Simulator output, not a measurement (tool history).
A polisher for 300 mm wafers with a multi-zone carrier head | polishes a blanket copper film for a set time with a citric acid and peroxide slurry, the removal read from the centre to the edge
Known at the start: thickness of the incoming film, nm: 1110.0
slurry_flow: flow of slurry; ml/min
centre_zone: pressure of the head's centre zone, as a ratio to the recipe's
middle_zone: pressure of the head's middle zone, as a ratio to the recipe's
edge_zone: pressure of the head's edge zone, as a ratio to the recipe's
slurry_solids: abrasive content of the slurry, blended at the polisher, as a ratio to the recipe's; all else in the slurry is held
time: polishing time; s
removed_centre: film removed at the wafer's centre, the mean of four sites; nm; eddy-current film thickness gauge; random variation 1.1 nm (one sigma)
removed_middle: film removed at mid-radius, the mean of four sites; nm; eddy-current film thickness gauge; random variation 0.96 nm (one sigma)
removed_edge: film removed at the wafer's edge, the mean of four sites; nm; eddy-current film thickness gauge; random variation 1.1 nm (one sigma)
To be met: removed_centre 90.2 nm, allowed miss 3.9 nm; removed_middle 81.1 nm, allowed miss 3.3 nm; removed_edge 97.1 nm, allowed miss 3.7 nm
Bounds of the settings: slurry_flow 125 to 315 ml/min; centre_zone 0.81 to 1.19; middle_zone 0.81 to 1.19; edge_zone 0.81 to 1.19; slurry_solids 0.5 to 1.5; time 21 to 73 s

run 1 day=0 | slurry_flow=205 centre_zone=1 middle_zone=1 edge_zone=1 slurry_solids=1 time=47 | removed_centre=132.57 removed_middle=128.81 removed_edge=134.23
run 2 day=0.254 | slurry_flow=200 centre_zone=0.99 middle_zone=0.97 edge_zone=0.99 slurry_solids=0.9 time=45 | removed_centre=121.74 removed_middle=120.17 removed_edge=126.01
run 3 day=0.492 | slurry_flow=195 centre_zone=1 middle_zone=0.94 edge_zone=1 slurry_solids=0.85 time=42 | removed_centre=112.95 removed_middle=103.68 removed_edge=116.07
run 4 day=0.829 | slurry_flow=190 centre_zone=0.99 middle_zone=0.92 edge_zone=0.99 slurry_solids=0.8 time=41 | removed_centre=106.42 removed_middle=99.543 removed_edge=110.35
run 5 day=0.967 | slurry_flow=190 centre_zone=0.99 middle_zone=0.92 edge_zone=0.99 slurry_solids=0.8 time=45 | removed_centre=116.37 removed_middle=111.21 removed_edge=120.5
run 6 day=1.279 | slurry_flow=190 centre_zone=0.99 middle_zone=0.92 edge_zone=1.03 slurry_solids=0.8 time=45 | removed_centre=116.5 removed_middle=111.99 removed_edge=124.83
run 7 day=1.362 | slurry_flow=185 centre_zone=0.99 middle_zone=0.9 edge_zone=1.02 slurry_solids=0.75 time=43 | removed_centre=109 removed_middle=101.19 removed_edge=114.84
run 8 day=1.583 | slurry_flow=180 centre_zone=0.99 middle_zone=0.88 edge_zone=1.02 slurry_solids=0.7 time=42 | removed_centre=104.66 removed_middle=93.484 removed_edge=109.41
run 9 day=1.725 | slurry_flow=175 centre_zone=0.98 middle_zone=0.87 edge_zone=1.01 slurry_solids=0.65 time=42 | removed_centre=100.06 removed_middle=90.977 removed_edge=105.99
run 10 day=2.092 | slurry_flow=170 centre_zone=0.97 middle_zone=0.86 edge_zone=1 slurry_solids=0.65 time=42 | removed_centre=98.882 removed_middle=89.871 removed_edge=104.86
run 11 day=2.129 | slurry_flow=165 centre_zone=0.96 middle_zone=0.85 edge_zone=0.99 slurry_solids=0.65 time=42 | removed_centre=99.174 removed_middle=89.111 removed_edge=103.35
-- day=2.308 slurry nozzle cleaned
run 12 day=2.308 | slurry_flow=160 centre_zone=0.95 middle_zone=0.84 edge_zone=0.99 slurry_solids=0.65 time=42 | removed_centre=105.79 removed_middle=93.626 removed_edge=109.46
run 13 day=2.496 | slurry_flow=160 centre_zone=0.95 middle_zone=0.84 edge_zone=0.99 slurry_solids=0.65 time=42 | removed_centre=106.3 removed_middle=92.538 removed_edge=109.73
run 14 day=2.55 | slurry_flow=165 centre_zone=0.97 middle_zone=0.85 edge_zone=1.01 slurry_solids=0.65 time=42 | removed_centre=107 removed_middle=95.906 removed_edge=110.17
run 15 day=2.775 | slurry_flow=180 centre_zone=0.97 middle_zone=0.86 edge_zone=1 slurry_solids=0.65 time=42 | removed_centre=108.7 removed_middle=97.363 removed_edge=112.75
run 16 day=2.804 | slurry_flow=170 centre_zone=0.97 middle_zone=0.86 edge_zone=1.01 slurry_solids=0.65 time=42 | removed_centre=106 removed_middle=95.3 removed_edge=110.27

4 next moves are on the table. One of them brings every result within its allowed miss. Which?
run A day=2.833 | slurry_flow=145 centre_zone=0.98 middle_zone=0.87 edge_zone=1.07 slurry_solids=0.55 time=38 | removed_centre=? removed_middle=? removed_edge=?
run B day=2.833 | slurry_flow=185 centre_zone=0.83 middle_zone=1.16 edge_zone=1.04 slurry_solids=0.5 time=40 | removed_centre=? removed_middle=? removed_edge=?
run C day=2.833 | slurry_flow=180 centre_zone=1.05 middle_zone=0.82 edge_zone=0.82 slurry_solids=0.6 time=42 | removed_centre=? removed_middle=? removed_edge=?
run D day=2.833 | slurry_flow=225 centre_zone=0.81 middle_zone=1.01 edge_zone=1.1 slurry_solids=0.5 time=35 | removed_centre=? removed_middle=? removed_edge=?

move=A removed_centre=89.75 removed_middle=81.457 removed_edge=97.521
move=B removed_centre=89.01 removed_middle=112.71 removed_edge=102.48
move=C removed_centre=110.77 removed_middle=91.287 removed_edge=100.1
move=D removed_centre=79.397 removed_middle=90.324 removed_edge=94.513
A: meets every target
B: further off than the last run
C: further off than the last run
D: nearer than the last run, and not there yet
Move A is the one to make.

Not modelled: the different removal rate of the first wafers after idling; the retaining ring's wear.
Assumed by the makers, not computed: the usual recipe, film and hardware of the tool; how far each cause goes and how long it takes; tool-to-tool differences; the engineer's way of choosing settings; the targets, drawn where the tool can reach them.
